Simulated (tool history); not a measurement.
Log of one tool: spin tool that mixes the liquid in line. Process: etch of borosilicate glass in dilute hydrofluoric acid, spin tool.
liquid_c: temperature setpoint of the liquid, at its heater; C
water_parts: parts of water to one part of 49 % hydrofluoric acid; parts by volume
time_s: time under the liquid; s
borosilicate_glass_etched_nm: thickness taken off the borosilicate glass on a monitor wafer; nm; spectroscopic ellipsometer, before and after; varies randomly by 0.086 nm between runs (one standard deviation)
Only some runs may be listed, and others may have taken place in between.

Run 1, hour 0: liquid_c 25 C, water_parts 160 parts by volume, time_s 100 s. Result: borosilicate_glass_etched_nm 17.562 nm.
Run 2, hour 7.2: liquid_c 23 C, water_parts 170 parts by volume, time_s 100 s. Result: borosilicate_glass_etched_nm 15.344 nm.
Run 3, hour 9.8: liquid_c 23 C, water_parts 170 parts by volume, time_s 80 s. Result: borosilicate_glass_etched_nm 12.405 nm.
Run 4, hour 13.1: liquid_c 22 C, water_parts 170 parts by volume, time_s 80 s. Result: borosilicate_glass_etched_nm 11.839 nm.
Run 5, hour 14.6: liquid_c 21 C, water_parts 170 parts by volume, time_s 80 s. Result: borosilicate_glass_etched_nm 11.332 nm.
Run 6, hour 18.2: liquid_c 20.5 C, water_parts 170 parts by volume, time_s 80 s. Result: borosilicate_glass_etched_nm 11.365 nm.
Run 7, hour 21.7: liquid_c 19.5 C, water_parts 170 parts by volume, time_s 80 s. Result: borosilicate_glass_etched_nm 10.879 nm.

Run 8, settings as shown, results not yet in. Your forecast:
Run 8, hour 29.6: liquid_c 19 C, water_parts 170 parts by volume, time_s 80 s. Result: borosilicate_glass_etched_nm ?.

borosilicate_glass_etched_nm: 10.587 nm
